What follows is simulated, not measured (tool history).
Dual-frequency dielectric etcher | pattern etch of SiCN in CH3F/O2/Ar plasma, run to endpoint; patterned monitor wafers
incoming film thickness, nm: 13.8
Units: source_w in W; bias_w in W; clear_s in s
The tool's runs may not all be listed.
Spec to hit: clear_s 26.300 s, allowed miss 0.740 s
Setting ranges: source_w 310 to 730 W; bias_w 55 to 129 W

run 1 day=0.000 | source_w=520 bias_w=92 | clear_s=30.354
run 2 day=0.071 | source_w=470 bias_w=92 | clear_s=31.612
run 3 day=0.329 | source_w=510 bias_w=92 | clear_s=30.846
run 4 day=0.521 | source_w=540 bias_w=94 | clear_s=29.973
run 5 day=0.650 | source_w=560 bias_w=96 | clear_s=29.818
run 6 day=0.879 | source_w=560 bias_w=82 | clear_s=30.925
run 7 day=1.200 | source_w=580 bias_w=86 | clear_s=29.802
-- day=1.371 wet clean of the chamber
run 8 day=1.371 | source_w=600 bias_w=88 | clear_s=30.506
run 9 day=1.646 | source_w=620 bias_w=95 | clear_s=29.880
run 10 day=1.704 | source_w=640 bias_w=101 | clear_s=28.819

Which single option among these 4 for the next run brings every result within its allowed miss of target? Just one does.
run A day=1.762 | source_w=580 bias_w=121 | clear_s=?
run B day=1.762 | source_w=700 bias_w=116 | clear_s=?
run C day=1.762 | source_w=650 bias_w=106 | clear_s=?
run D day=1.762 | source_w=570 bias_w=80 | clear_s=?

move=A clear_s=28.486
move=B clear_s=26.872
move=C clear_s=28.475
move=D clear_s=32.713
A: nearer than the last run, and not there yet
B: each result inside its tolerance
C: nearer than the last run, and not there yet
D: lands further from the targets than the last run did
B is the move that brings every result within its allowed miss.

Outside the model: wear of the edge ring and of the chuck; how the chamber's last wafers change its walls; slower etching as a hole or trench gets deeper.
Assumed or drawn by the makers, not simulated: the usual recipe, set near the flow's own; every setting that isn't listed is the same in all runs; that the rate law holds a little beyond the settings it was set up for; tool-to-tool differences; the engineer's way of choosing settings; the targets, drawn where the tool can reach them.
